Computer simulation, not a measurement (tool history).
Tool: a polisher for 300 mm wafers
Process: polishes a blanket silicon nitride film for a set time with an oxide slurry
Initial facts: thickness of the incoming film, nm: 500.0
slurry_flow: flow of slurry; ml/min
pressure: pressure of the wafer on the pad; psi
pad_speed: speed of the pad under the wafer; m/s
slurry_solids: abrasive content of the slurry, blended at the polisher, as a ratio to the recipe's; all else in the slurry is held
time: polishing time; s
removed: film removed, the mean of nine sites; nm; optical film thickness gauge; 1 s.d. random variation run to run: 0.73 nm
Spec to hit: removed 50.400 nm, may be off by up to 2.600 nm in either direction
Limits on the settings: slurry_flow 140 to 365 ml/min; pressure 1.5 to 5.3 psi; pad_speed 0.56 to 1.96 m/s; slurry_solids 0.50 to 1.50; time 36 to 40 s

run  hour  slurry_flow  pressure  pad_speed  slurry_solids  time  removed
  1   0.0          235       3.4       1.26           1.00    40   34.022
  2   2.9          235       3.4       1.10           1.00    40   31.027
  3   3.7          235       3.4       0.84           1.00    40   25.567
  4   7.0          235       3.4       0.84           0.80    40   22.195
  5   8.9          235       3.4       0.84           1.00    40   25.265
  6  11.4          235       2.6       0.84           1.00    40   20.052
  7  12.9          235       3.5       0.92           1.00    40   28.056
  8  19.9          235       4.1       0.94           1.00    40   32.608
  9  23.5          235       4.5       1.00           1.00    40   38.429
 10  29.4          235       4.8       1.02           1.00    40   40.980
 11  35.1          235       5.0       1.06           1.00    40   43.317
 12  41.3          235       5.1       1.10           1.00    40   46.231

Which of these 4 next moves meets every target?
  A  47.5          275       5.2       1.04           1.00    38        ?
  B  47.5          240       5.1       1.24           0.95    37        ?
  C  47.5          140       4.5       1.66           0.90    40        ?
  D  47.5          365       4.8       1.10           1.10    38        ?

move  removed
   A   42.485
   B   44.910
   C   48.455
   D   44.145
A: the biggest miss grows against the last run
B: the biggest miss grows against the last run
C: hits every target within its allowed miss
D: the biggest miss grows against the last run
C meets every target.
